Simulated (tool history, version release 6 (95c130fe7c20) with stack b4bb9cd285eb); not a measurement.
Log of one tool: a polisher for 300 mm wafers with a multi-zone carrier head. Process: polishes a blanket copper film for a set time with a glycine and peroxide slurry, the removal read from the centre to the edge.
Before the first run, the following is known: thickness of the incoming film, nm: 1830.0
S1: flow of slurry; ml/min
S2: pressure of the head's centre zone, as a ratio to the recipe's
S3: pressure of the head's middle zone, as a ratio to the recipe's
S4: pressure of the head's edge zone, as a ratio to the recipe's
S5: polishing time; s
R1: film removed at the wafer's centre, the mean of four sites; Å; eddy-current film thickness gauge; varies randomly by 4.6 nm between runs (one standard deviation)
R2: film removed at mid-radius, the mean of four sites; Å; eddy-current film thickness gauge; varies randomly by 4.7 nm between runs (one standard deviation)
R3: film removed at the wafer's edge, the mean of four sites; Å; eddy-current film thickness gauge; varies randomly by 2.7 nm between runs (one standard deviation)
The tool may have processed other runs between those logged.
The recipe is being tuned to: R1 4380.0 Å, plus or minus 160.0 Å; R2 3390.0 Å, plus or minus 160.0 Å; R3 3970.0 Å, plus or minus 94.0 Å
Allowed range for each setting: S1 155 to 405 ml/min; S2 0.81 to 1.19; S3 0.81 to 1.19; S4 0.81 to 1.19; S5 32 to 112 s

run 1 hour=0.0 | S1=260 S2=1.00 S3=1.00 S4=1.00 S5=72 | R1=3253.8 R2=3158.0 R3=3180.6
run 2 hour=2.9 | S1=260 S2=1.06 S3=1.00 S4=1.00 S5=72 | R1=3393.8 R2=3160.4 R3=3162.4
run 3 hour=8.8 | S1=265 S2=1.08 S3=0.98 S4=1.03 S5=74 | R1=3591.2 R2=3148.3 R3=3302.3
run 4 hour=12.0 | S1=235 S2=1.08 S3=0.98 S4=1.03 S5=74 | R1=3587.3 R2=3119.6 R3=3292.4
run 5 hour=14.5 | S1=235 S2=1.09 S3=0.98 S4=1.05 S5=76 | R1=3658.0 R2=3186.7 R3=3403.6
run 6 hour=18.8 | S1=235 S2=1.09 S3=0.98 S4=1.05 S5=82 | R1=4002.5 R2=3456.0 R3=3642.4
run 7 hour=27.3 | S1=240 S2=1.10 S3=0.97 S4=1.07 S5=82 | R1=4007.3 R2=3386.9 R3=3726.0
run 8 hour=33.5 | S1=245 S2=1.11 S3=0.97 S4=1.08 S5=82 | R1=3992.3 R2=3551.6 R3=3739.5

Which of these 4 next moves meets every target?
run A hour=39.7 | S1=235 S2=1.07 S3=1.05 S4=1.10 S5=74 | R1=? R2=? R3=?
run B hour=39.7 | S1=255 S2=1.02 S3=0.94 S4=1.15 S5=90 | R1=? R2=? R3=?
run C hour=39.7 | S1=285 S2=1.13 S3=0.90 S4=1.12 S5=85 | R1=? R2=? R3=?
run D hour=39.7 | S1=240 S2=1.07 S3=1.05 S4=1.19 S5=87 | R1=? R2=? R3=?

move=A R1=3462.4 R2=3394.9 R3=3393.5
move=B R1=4043.6 R2=3790.3 R3=4245.3
move=C R1=4278.6 R2=3484.2 R3=3990.8
move=D R1=4079.6 R2=3998.7 R3=4148.6
A: misses by more than the last run did
B: pushes the last run's worst result past its target
C: hits every target within its allowed miss
D: pushes the last run's worst result past its target
Answer: C
